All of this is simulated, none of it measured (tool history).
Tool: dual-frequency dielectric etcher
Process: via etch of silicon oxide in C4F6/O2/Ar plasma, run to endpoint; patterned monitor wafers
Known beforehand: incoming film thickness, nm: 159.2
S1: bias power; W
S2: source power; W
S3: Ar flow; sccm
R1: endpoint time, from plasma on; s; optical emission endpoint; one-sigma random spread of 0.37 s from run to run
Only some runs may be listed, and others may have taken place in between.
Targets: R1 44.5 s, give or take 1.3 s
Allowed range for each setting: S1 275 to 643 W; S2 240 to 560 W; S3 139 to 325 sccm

| run | hour | S1 | S2 | S3 | R1 |
|---|---|---|---|---|---|
| 1 | 0 | 459 | 400 | 232 | 34.171 |
| 2 | 3.7 | 459 | 400 | 254 | 35.277 |
| 3 | 11.6 | 459 | 360 | 254 | 35.802 |
| 4 | 16.5 | 459 | 340 | 254 | 37.213 |
| 5 | 23.5 | 396 | 340 | 254 | 39.157 |
| 6 | 26.5 | 367 | 330 | 257 | 40.561 |
| 7 | 27.8 | 346 | 320 | 259 | 41.504 |
| 8 | 35.8 | 330 | 310 | 261 | 42.447 |
| 9 | 41.5 | 318 | 310 | 262 | 43.24 |

Which one of the following 4 next-run settings gets every result inside its allowed miss? There is exactly one.
| A | 47.2 | 330 | 320 | 258 | ? |
| B | 47.2 | 355 | 270 | 213 | ? |
| C | 47.2 | 337 | 350 | 265 | ? |
| D | 47.2 | 275 | 310 | 255 | ? |

| move | R1 |
|---|---|
| A | 41.625 |
| B | 42.017 |
| C | 40.251 |
| D | 44.288 |
A: its largest miss is bigger than the last run's
B: its largest miss is bigger than the last run's
C: its largest miss is bigger than the last run's
D: all results in spec
Answer: D
